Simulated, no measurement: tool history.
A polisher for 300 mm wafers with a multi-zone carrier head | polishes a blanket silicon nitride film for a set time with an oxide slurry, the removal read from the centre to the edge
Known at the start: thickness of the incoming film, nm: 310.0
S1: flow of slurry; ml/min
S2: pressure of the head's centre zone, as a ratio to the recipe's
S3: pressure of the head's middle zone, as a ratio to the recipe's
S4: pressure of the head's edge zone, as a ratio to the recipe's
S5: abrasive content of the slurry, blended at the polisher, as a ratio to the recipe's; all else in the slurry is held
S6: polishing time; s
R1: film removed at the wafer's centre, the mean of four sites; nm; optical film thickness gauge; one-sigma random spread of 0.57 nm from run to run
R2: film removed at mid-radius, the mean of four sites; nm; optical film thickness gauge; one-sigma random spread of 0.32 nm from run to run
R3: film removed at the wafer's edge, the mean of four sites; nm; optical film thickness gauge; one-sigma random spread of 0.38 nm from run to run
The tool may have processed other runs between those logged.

{"run": 1, "hour": 0.0, "S1": 255, "S2": 1.0, "S3": 1.0, "S4": 1.0, "S5": 1.0, "S6": 37, "R1": 25.017, "R2": 24.095, "R3": 23.776}
{"run": 2, "hour": 3.9, "S1": 255, "S2": 1.0, "S3": 1.0, "S4": 1.0, "S5": 1.0, "S6": 44, "R1": 29.315, "R2": 28.528, "R3": 28.753}
{"run": 3, "hour": 11.7, "S1": 255, "S2": 1.0, "S3": 1.0, "S4": 1.06, "S5": 1.0, "S6": 44, "R1": 29.835, "R2": 28.663, "R3": 29.169}
{"run": 4, "hour": 17.9, "S1": 255, "S2": 1.0, "S3": 1.0, "S4": 1.11, "S5": 1.0, "S6": 44, "R1": 28.714, "R2": 28.754, "R3": 30.279}
{"run": 5, "hour": 20.5, "S1": 255, "S2": 1.0, "S3": 1.0, "S4": 1.11, "S5": 1.0, "S6": 38, "R1": 25.719, "R2": 24.697, "R3": 26.283}
{"run": 6, "hour": 24.2, "S1": 255, "S2": 1.0, "S3": 1.0, "S4": 1.11, "S5": 1.15, "S6": 38, "R1": 27.726, "R2": 27.222, "R3": 27.902}
{"run": 7, "hour": 28.4, "S1": 260, "S2": 1.02, "S3": 1.01, "S4": 1.12, "S5": 1.2, "S6": 38, "R1": 28.422, "R2": 27.301, "R3": 28.765}

Run 8, settings as shown, results not yet in. Your forecast:
{"run": 8, "hour": 33.8, "S1": 265, "S2": 1.04, "S3": 1.04, "S4": 1.1, "S5": 1.25, "S6": 39, "R1": "?", "R2": "?", "R3": "?"}

{"run 8": {"R1": 30.393, "R2": 29.665, "R3": 29.858}}
